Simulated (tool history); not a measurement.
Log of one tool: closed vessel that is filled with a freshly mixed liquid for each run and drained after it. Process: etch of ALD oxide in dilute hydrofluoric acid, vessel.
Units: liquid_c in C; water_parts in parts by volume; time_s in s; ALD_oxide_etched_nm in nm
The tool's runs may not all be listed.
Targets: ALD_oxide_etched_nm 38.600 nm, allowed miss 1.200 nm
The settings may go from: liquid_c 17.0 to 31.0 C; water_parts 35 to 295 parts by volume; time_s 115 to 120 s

run 1 hour=0.0 | liquid_c=23.0 water_parts=165 time_s=115 | ALD_oxide_etched_nm=18.501
run 2 hour=4.2 | liquid_c=24.5 water_parts=150 time_s=115 | ALD_oxide_etched_nm=21.790
run 3 hour=9.4 | liquid_c=25.5 water_parts=140 time_s=115 | ALD_oxide_etched_nm=24.383
run 4 hour=13.4 | liquid_c=25.5 water_parts=175 time_s=115 | ALD_oxide_etched_nm=18.696
run 5 hour=20.8 | liquid_c=26.5 water_parts=160 time_s=115 | ALD_oxide_etched_nm=21.793
run 6 hour=24.8 | liquid_c=26.5 water_parts=160 time_s=120 | ALD_oxide_etched_nm=23.067
run 7 hour=30.6 | liquid_c=30.5 water_parts=100 time_s=120 | ALD_oxide_etched_nm=46.072
run 8 hour=32.2 | liquid_c=30.0 water_parts=100 time_s=120 | ALD_oxide_etched_nm=45.035
run 9 hour=35.5 | liquid_c=29.5 water_parts=100 time_s=120 | ALD_oxide_etched_nm=44.468
run 10 hour=38.2 | liquid_c=29.0 water_parts=100 time_s=120 | ALD_oxide_etched_nm=43.764
run 11 hour=42.2 | liquid_c=28.5 water_parts=100 time_s=120 | ALD_oxide_etched_nm=42.724

Which of these 4 next moves meets every target?
run A hour=46.2 | liquid_c=27.0 water_parts=100 time_s=115 | ALD_oxide_etched_nm=?
run B hour=46.2 | liquid_c=27.5 water_parts=100 time_s=120 | ALD_oxide_etched_nm=?
run C hour=46.2 | liquid_c=28.5 water_parts=95 time_s=120 | ALD_oxide_etched_nm=?
run D hour=46.2 | liquid_c=26.5 water_parts=90 time_s=120 | ALD_oxide_etched_nm=?

move=A ALD_oxide_etched_nm=38.487
move=B ALD_oxide_etched_nm=40.940
move=C ALD_oxide_etched_nm=45.080
move=D ALD_oxide_etched_nm=44.347
A: meets every target
B: nearer than the last run, and not there yet
C: further off than the last run
D: further off than the last run
The right move is A.
